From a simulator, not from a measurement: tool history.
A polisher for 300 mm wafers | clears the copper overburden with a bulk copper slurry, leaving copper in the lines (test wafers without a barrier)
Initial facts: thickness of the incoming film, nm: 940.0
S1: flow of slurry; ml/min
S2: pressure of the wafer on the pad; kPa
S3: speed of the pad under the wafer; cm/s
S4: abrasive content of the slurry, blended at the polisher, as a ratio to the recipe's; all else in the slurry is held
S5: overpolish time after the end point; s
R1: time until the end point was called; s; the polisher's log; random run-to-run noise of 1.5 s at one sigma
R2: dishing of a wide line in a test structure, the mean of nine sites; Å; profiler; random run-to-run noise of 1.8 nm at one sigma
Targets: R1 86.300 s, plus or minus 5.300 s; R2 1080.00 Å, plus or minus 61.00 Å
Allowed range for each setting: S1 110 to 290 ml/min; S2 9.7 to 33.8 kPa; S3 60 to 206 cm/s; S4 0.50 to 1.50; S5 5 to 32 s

| run | hour | S1 | S2 | S3 | S4 | S5 | R1 | R2 |
|---|---|---|---|---|---|---|---|---|
| 1 | 0.0 | 185 | 21.4 | 132 | 1.00 | 16 | 62.341 | 1068.10 |
| 2 | 5.6 | 185 | 20.0 | 130 | 1.00 | 18 | 69.100 | 1059.40 |
| 3 | 6.7 | 185 | 20.0 | 130 | 1.15 | 18 | 66.198 | 1092.60 |
| 4 | 14.9 | 185 | 16.5 | 130 | 1.15 | 18 | 76.216 | 971.62 |
| 5 | 20.8 | 185 | 16.5 | 146 | 1.15 | 18 | 68.842 | 1038.40 |
| 6 | 25.1 | 185 | 16.5 | 146 | 1.25 | 18 | 69.311 | 1053.60 |
| 7 | 26.4 | 185 | 15.2 | 144 | 1.25 | 20 | 74.823 | 988.04 |
| 8 | 35.3 | 185 | 15.2 | 142 | 1.25 | 24 | 77.901 | 1080.80 |
| 9 | 36.1 | 185 | 15.2 | 142 | 1.25 | 24 | 78.306 | 1111.90 |
| 10 | 38.3 | 185 | 14.5 | 142 | 1.25 | 24 | 79.321 | 1083.00 |
| 11 | 45.3 | 185 | 14.5 | 142 | 1.25 | 24 | 79.788 | 1067.10 |

Which one of the following 4 next-run settings gets every result inside its allowed miss? There is exactly one.
| A | 52.3 | 230 | 17.2 | 128 | 1.20 | 25 | ? | ? |
| B | 52.3 | 185 | 15.9 | 112 | 1.30 | 25 | ? | ? |
| C | 52.3 | 195 | 14.5 | 150 | 1.20 | 23 | ? | ? |
| D | 52.3 | 140 | 16.5 | 160 | 0.75 | 27 | ? | ? |

| move | R1 | R2 |
|---|---|---|
| A | 71.859 | 1178.00 |
| B | 86.352 | 1083.00 |
| C | 74.496 | 1085.30 |
| D | 72.327 | 1191.10 |
A: further off than the last run
B: hits every target within its allowed miss
C: further off than the last run
D: further off than the last run
B meets every target.
